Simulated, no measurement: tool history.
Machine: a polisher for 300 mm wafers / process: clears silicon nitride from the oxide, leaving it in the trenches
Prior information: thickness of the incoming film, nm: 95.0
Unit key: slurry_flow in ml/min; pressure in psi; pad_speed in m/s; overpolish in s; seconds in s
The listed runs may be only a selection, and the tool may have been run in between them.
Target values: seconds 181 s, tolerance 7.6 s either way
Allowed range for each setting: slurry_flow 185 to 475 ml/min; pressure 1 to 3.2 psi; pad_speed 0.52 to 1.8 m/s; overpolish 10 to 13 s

run	hour	slurry_flow	pressure	pad_speed	overpolish	seconds
1	0	305	2.1	1.16	13	131.23
2	7.1	305	2.1	1.16	13	129.77
3	10.6	305	2	1.16	13	135.45
4	14.5	305	2	1.16	13	134.46
5	21.9	260	2	1.16	13	138.24
6	30	260	1.9	1.16	13	143.51
7	37.1	260	1.8	1.16	13	149.56
8	39	260	1.7	1.16	13	158.05

Exactly one of the 5 candidate moves below puts every result within its allowed miss. Which one?
A	40.9	275	1.6	1.16	13	?
B	40.9	270	1.6	1.04	13	?
C	40.9	185	1.5	1.32	13	?
D	40.9	255	1.6	1.16	11	?
E	40.9	245	1.6	0.98	13	?

move	seconds
A	166.55
B	185.5
C	164.02
D	168
E	198.74
A: nearer than the last run, and not there yet
B: meets every target
C: nearer than the last run, and not there yet
D: nearer than the last run, and not there yet
E: carries the result that was furthest off beyond its target, to the other side
Correct choice: B, which meets every target

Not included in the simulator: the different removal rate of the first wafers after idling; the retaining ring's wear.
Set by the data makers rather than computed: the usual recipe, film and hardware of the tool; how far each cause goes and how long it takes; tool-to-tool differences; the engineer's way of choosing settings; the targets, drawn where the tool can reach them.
